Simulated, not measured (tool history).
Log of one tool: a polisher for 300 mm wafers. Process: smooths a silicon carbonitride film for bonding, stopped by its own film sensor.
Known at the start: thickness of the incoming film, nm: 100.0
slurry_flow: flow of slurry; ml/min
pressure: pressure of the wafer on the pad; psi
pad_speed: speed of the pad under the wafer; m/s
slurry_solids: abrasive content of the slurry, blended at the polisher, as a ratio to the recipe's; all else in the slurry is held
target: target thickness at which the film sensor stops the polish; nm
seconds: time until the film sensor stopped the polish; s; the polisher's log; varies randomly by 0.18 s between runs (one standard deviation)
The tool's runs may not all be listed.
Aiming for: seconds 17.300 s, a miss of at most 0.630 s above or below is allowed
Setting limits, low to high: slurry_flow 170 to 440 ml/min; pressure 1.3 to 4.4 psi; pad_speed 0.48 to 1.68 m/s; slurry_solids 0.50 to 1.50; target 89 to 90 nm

run    day  slurry_flow  pressure  pad_speed  slurry_solids  target  seconds
  1  0.000          280       2.8       1.08           1.00      89   29.721
  2  0.054          280       2.8       1.08           1.15      89   27.912
  3  0.346          280       2.1       1.08           1.15      89   37.340
  4  0.583          280       2.5       1.08           1.15      89   30.958
  5  0.908          350       2.5       1.08           1.15      89   31.000
  6  1.071          350       2.5       0.86           1.15      89   36.918
  7  1.383          350       2.9       0.86           1.15      89   31.946
  8  1.704          350       3.2       0.88           1.15      89   28.483
  9  2.075          350       3.5       0.90           1.15      89   25.448
 10  2.242          350       3.5       0.90           1.15      89   25.257
 11  2.479          350       4.3       0.98           1.15      89   19.506
 12  2.700          350       4.3       1.00           1.15      89   19.632
 13  2.929          350       4.3       1.04           1.15      89   18.436
 14  3.292          350       4.4       1.06           1.15      89   17.956

Exactly one of the 4 candidate moves below puts every result within its allowed miss. Which one?
  A  3.654          345       4.4       1.12           1.00      89        ?
  B  3.654          335       4.4       1.16           0.90      90        ?
  C  3.654          365       3.5       1.34           1.15      89        ?
  D  3.654          385       4.2       1.08           1.10      89        ?

move  seconds
   A   19.006
   B   17.900
   C   19.079
   D   19.325
A: the biggest miss grows against the last run
B: meets every target
C: the biggest miss grows against the last run
D: the biggest miss grows against the last run
So the answer is move B, the one that meets all the targets.

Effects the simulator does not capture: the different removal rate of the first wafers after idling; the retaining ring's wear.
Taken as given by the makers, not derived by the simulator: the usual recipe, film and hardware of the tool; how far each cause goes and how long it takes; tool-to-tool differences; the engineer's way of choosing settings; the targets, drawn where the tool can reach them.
